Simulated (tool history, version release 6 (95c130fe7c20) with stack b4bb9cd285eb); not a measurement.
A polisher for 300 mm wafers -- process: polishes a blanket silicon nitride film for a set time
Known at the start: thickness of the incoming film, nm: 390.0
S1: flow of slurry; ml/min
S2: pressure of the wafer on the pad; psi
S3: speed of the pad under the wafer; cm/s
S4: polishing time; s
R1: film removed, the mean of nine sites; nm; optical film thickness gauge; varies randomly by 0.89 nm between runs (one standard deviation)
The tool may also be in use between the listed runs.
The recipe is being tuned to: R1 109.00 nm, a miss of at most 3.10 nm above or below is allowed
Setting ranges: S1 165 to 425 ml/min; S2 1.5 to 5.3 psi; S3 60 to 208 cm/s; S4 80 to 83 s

{"run": 1, "hour": 0.0, "S1": 275, "S2": 3.4, "S3": 134, "S4": 80, "R1": 169.06}
{"run": 2, "hour": 2.3, "S1": 245, "S2": 3.4, "S3": 134, "S4": 80, "R1": 170.01}
{"run": 3, "hour": 6.3, "S1": 245, "S2": 3.4, "S3": 134, "S4": 80, "R1": 165.53}
{"run": 4, "hour": 14.0, "S1": 240, "S2": 3.2, "S3": 134, "S4": 80, "R1": 157.62}
{"run": 5, "hour": 17.7, "S1": 240, "S2": 3.0, "S3": 134, "S4": 80, "R1": 147.67}
{"run": 6, "hour": 22.8, "S1": 240, "S2": 2.9, "S3": 134, "S4": 80, "R1": 143.31}
{"run": 7, "hour": 27.2, "S1": 240, "S2": 2.8, "S3": 134, "S4": 80, "R1": 138.62}
{"run": 8, "hour": 33.6, "S1": 240, "S2": 2.7, "S3": 134, "S4": 80, "R1": 133.75}
{"run": 9, "hour": 37.7, "S1": 240, "S2": 2.6, "S3": 134, "S4": 80, "R1": 129.78}
{"run": 10, "hour": 44.5, "S1": 240, "S2": 2.5, "S3": 134, "S4": 80, "R1": 124.79}
{"run": 11, "hour": 51.6, "S1": 240, "S2": 2.4, "S3": 134, "S4": 80, "R1": 118.12}
{"run": 12, "hour": 58.4, "S1": 240, "S2": 2.3, "S3": 134, "S4": 80, "R1": 113.77}

Below are 5 possible settings for the next run. Only one of them brings all results inside the allowed miss of their targets. Which is it?
{"run": "A", "hour": 65.2, "S1": 270, "S2": 1.7, "S3": 154, "S4": 83, "R1": "?"}
{"run": "B", "hour": 65.2, "S1": 280, "S2": 2.1, "S3": 126, "S4": 81, "R1": "?"}
{"run": "C", "hour": 65.2, "S1": 245, "S2": 2.1, "S3": 128, "S4": 80, "R1": "?"}
{"run": "D", "hour": 65.2, "S1": 260, "S2": 2.4, "S3": 112, "S4": 83, "R1": "?"}
{"run": "E", "hour": 65.2, "S1": 205, "S2": 2.1, "S3": 146, "S4": 83, "R1": "?"}

move=A R1=100.07
move=B R1=101.98
move=C R1=100.55
move=D R1=107.21
move=E R1=113.33
A: the result that was furthest off in the last run now lies on the other side of its target
B: the result that was furthest off in the last run now lies on the other side of its target
C: the result that was furthest off in the last run now lies on the other side of its target
D: every result lands within tolerance
E: better than the last run, though not everything is in spec
Answer: D
